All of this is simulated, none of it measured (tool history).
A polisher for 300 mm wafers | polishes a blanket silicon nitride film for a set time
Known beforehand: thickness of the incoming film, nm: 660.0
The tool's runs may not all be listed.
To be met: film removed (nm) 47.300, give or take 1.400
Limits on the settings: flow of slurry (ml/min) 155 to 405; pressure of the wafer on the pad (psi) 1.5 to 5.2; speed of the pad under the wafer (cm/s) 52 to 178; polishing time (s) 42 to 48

run  hour  flow of slurry (ml/min)  pressure of the wafer on the pad (psi)  speed of the pad under the wafer (cm/s)  polishing time (s)  film removed (nm)
  1   0.0                      260                                     3.3                                      114                  48             95.248
  2   3.5                      260                                     3.3                                       90                  48             82.439
  3   5.6                      260                                     3.1                                       90                  48             76.301
  4   9.8                      310                                     3.1                                       90                  48             77.442
  5  12.8                      355                                     3.1                                       90                  48             79.024
  6  21.1                      355                                     2.3                                       90                  48             59.936
  7  27.9                      355                                     2.2                                       90                  48             57.004
  8  32.0                      355                                     2.1                                       90                  48             53.398
  9  38.4                      350                                     2.1                                       90                  48             54.595
 10  45.0                      345                                     1.9                                       90                  48             49.760
 11  50.0                      345                                     1.9                                       90                  48             48.976
 12  52.2                      335                                     1.9                                       90                  48             49.205

Which one of the following 4 next-run settings gets every result inside its allowed miss? There is exactly one.
  A  54.4                      355                                     1.7                                      116                  43                  ?
  B  54.4                      340                                     2.1                                       86                  47                  ?
  C  54.4                      300                                     2.6                                       64                  46                  ?
  D  54.4                      320                                     1.9                                      108                  45                  ?

move  film removed (nm)
   A             46.412
   B             50.955
   C             50.710
   D             51.096
A: in spec on every target
B: further off than the last run
C: further off than the last run
D: further off than the last run
The right move is A.
